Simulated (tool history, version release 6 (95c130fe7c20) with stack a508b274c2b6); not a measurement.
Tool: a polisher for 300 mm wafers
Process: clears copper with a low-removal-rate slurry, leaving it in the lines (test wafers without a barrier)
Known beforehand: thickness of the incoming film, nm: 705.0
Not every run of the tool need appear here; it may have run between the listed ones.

run	hour	flow of slurry (ml/min)	pressure of the wafer on the pad (kPa)	speed of the pad under the wafer (cm/s)	abrasive content of the slurry	overpolish time after the end point (s)	time until the end point was called (s)	dishing of a wide line in a test structure (Å)
1	0.0	305	26.2	136	1.00	29	129.85	702.80
2	6.1	305	23.4	136	1.00	25	140.54	600.83
3	7.3	305	23.4	114	1.00	25	156.69	606.01
4	14.1	305	17.2	114	1.00	25	183.68	508.54
5	17.3	280	15.9	120	0.90	22	199.07	468.26
6	21.9	315	15.2	110	1.00	20	212.37	404.87
7	26.9	345	14.5	116	1.10	18	208.66	377.15
8	31.1	370	13.8	120	1.20	16	204.68	358.42
9	33.3	390	13.1	122	1.25	15	203.69	343.05
10	38.9	405	13.1	122	1.30	14	201.05	321.45
11	40.8	420	13.1	122	1.35	13	197.81	308.73
12	44.9	430	13.1	122	1.40	12	202.73	299.48
13	50.0	440	13.1	124	1.40	11	194.85	286.53
14	58.9	440	13.1	124	1.40	11	197.85	283.44

What will run 15 give?
15	67.9	445	13.1	126	1.40	11	?	?

{"run 15": {"time until the end point was called (s)": 193.66, "dishing of a wide line in a test structure (Å)": 270.3}}
